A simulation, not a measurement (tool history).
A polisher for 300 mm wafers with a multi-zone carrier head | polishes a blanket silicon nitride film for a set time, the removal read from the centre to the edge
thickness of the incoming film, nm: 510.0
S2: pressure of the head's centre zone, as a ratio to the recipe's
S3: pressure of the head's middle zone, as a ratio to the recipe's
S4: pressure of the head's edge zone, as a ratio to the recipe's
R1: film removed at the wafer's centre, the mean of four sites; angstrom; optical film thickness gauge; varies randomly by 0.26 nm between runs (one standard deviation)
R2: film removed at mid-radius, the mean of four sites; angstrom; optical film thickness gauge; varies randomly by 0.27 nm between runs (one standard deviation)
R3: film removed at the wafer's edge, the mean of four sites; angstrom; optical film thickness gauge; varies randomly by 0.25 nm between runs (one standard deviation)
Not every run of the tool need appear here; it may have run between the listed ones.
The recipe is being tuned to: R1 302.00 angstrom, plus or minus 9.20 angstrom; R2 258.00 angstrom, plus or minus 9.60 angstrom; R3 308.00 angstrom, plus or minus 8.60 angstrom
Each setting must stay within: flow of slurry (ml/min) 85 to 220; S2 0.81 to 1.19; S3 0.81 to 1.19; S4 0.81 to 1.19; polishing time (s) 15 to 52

{"run": 1, "hour": 0.0, "flow of slurry (ml/min)": 140, "S2": 1.0, "S3": 1.0, "S4": 1.0, "polishing time (s)": 33, "R1": 461.31, "R2": 454.4, "R3": 452.3}
{"run": 2, "hour": 4.0, "flow of slurry (ml/min)": 110, "S2": 1.0, "S3": 1.0, "S4": 1.0, "polishing time (s)": 33, "R1": 431.15, "R2": 425.53, "R3": 436.43}
{"run": 3, "hour": 7.7, "flow of slurry (ml/min)": 105, "S2": 1.0, "S3": 0.98, "S4": 0.99, "polishing time (s)": 32, "R1": 416.57, "R2": 410.66, "R3": 424.71}
{"run": 4, "hour": 13.6, "flow of slurry (ml/min)": 105, "S2": 0.96, "S3": 0.98, "S4": 0.99, "polishing time (s)": 32, "R1": 393.74, "R2": 397.37, "R3": 421.66}
{"run": 5, "hour": 18.9, "flow of slurry (ml/min)": 105, "S2": 0.97, "S3": 0.96, "S4": 0.99, "polishing time (s)": 31, "R1": 389.91, "R2": 387.68, "R3": 403.45}
{"run": 6, "hour": 20.1, "flow of slurry (ml/min)": 105, "S2": 0.97, "S3": 0.96, "S4": 0.95, "polishing time (s)": 31, "R1": 384.39, "R2": 389.95, "R3": 397.42}
{"run": 7, "hour": 24.6, "flow of slurry (ml/min)": 105, "S2": 0.98, "S3": 0.94, "S4": 0.96, "polishing time (s)": 30, "R1": 379.33, "R2": 368.07, "R3": 390.67}
{"run": 8, "hour": 25.4, "flow of slurry (ml/min)": 105, "S2": 0.98, "S3": 0.92, "S4": 0.96, "polishing time (s)": 29, "R1": 363.58, "R2": 354.69, "R3": 374.07}
{"run": 9, "hour": 25.9, "flow of slurry (ml/min)": 100, "S2": 0.99, "S3": 0.9, "S4": 0.97, "polishing time (s)": 28, "R1": 353.88, "R2": 325.25, "R3": 363.87}
{"run": 10, "hour": 34.0, "flow of slurry (ml/min)": 100, "S2": 0.99, "S3": 0.89, "S4": 0.97, "polishing time (s)": 27, "R1": 341.9, "R2": 309.83, "R3": 348.56}
{"run": 11, "hour": 41.8, "flow of slurry (ml/min)": 100, "S2": 0.99, "S3": 0.88, "S4": 0.97, "polishing time (s)": 27, "R1": 340.75, "R2": 308.05, "R3": 348.2}
{"run": 12, "hour": 45.3, "flow of slurry (ml/min)": 100, "S2": 0.99, "S3": 0.87, "S4": 0.97, "polishing time (s)": 27, "R1": 340.36, "R2": 308.97, "R3": 345.57}
{"run": 13, "hour": 50.5, "flow of slurry (ml/min)": 100, "S2": 0.99, "S3": 0.86, "S4": 0.97, "polishing time (s)": 27, "R1": 340.5, "R2": 301.35, "R3": 343.42}
{"run": 14, "hour": 52.7, "flow of slurry (ml/min)": 100, "S2": 0.99, "S3": 0.85, "S4": 0.97, "polishing time (s)": 27, "R1": 342.89, "R2": 302.47, "R3": 343.72}

Next run, 5 choices. One meets every target within its allowed miss, the rest don't. Which?
{"run": "A", "hour": 54.9, "flow of slurry (ml/min)": 90, "S2": 0.95, "S3": 0.81, "S4": 0.96, "polishing time (s)": 31, "R1": "?", "R2": "?", "R3": "?"}
{"run": "B", "hour": 54.9, "flow of slurry (ml/min)": 120, "S2": 1.06, "S3": 0.84, "S4": 0.89, "polishing time (s)": 23, "R1": "?", "R2": "?", "R3": "?"}
{"run": "C", "hour": 54.9, "flow of slurry (ml/min)": 150, "S2": 0.92, "S3": 0.91, "S4": 0.86, "polishing time (s)": 23, "R1": "?", "R2": "?", "R3": "?"}
{"run": "D", "hour": 54.9, "flow of slurry (ml/min)": 100, "S2": 0.98, "S3": 0.81, "S4": 0.94, "polishing time (s)": 24, "R1": "?", "R2": "?", "R3": "?"}
{"run": "E", "hour": 54.9, "flow of slurry (ml/min)": 190, "S2": 0.91, "S3": 1.19, "S4": 0.81, "polishing time (s)": 23, "R1": "?", "R2": "?", "R3": "?"}

move=A R1=364.93 R2=325.28 R3=383.53
move=B R1=329.92 R2=268.09 R3=289.76
move=C R1=301.67 R2=300.31 R3=294.88
move=D R1=301.80 R2=259.48 R3=300.16
move=E R1=312.63 R2=392.57 R3=295.00
A: misses by more than the last run did
B: an improvement on the last run, though not all results are within tolerance
C: no nearer and no further than the last run
D: hits every target within its allowed miss
E: misses by more than the last run did
Correct choice: D, which meets every target

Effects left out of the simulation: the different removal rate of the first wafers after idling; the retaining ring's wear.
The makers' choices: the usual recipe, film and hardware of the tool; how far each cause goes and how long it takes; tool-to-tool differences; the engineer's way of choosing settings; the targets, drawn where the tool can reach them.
